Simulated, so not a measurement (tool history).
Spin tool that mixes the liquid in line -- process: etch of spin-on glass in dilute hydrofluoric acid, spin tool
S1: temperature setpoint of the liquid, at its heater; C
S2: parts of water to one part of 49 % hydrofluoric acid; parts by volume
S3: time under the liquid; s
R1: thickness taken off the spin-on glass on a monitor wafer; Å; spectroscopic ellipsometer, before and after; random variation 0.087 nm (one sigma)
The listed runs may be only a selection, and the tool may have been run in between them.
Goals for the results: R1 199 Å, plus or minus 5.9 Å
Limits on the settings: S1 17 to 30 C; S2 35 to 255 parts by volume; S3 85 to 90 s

run  hour    S1   S2  S3      R1
  1     0    22  145  85  149.84
  2   3.6  22.5  145  85  154.07
  3   7.5  22.5  145  90  162.49
  4  15.5    23  145  90  165.68
  5  17.9  23.5  145  90   169.2
  6  20.8  23.5  145  85  159.68
  7  29.7    24  145  85  162.25
  8  31.9  24.5  145  85  166.33
  9  32.8    25  145  85  168.51
 10    39  25.5  145  85  172.24
 11  46.2  25.5  145  85  172.08
 12  48.5    26  145  85  174.54
 13  52.7  26.5  145  85  179.28
 14  58.5    28  145  85  187.25

Of the 4 settings listed for the next run, only one would bring every result within its allowed miss of target. Which one?
  A  64.3    26  140  85   ?
  B  64.3  28.5  135  85   ?
  C  64.3    30  160  85   ?
  D  64.3    26  130  85   ?

move      R1
   A  181.03
   B   207.4
   C  178.91
   D  197.36
A: further off than the last run
B: moves the result that the last run missed by most past its target, out the other side
C: further off than the last run
D: hits every target within its allowed miss
Go with D: it meets all targets.

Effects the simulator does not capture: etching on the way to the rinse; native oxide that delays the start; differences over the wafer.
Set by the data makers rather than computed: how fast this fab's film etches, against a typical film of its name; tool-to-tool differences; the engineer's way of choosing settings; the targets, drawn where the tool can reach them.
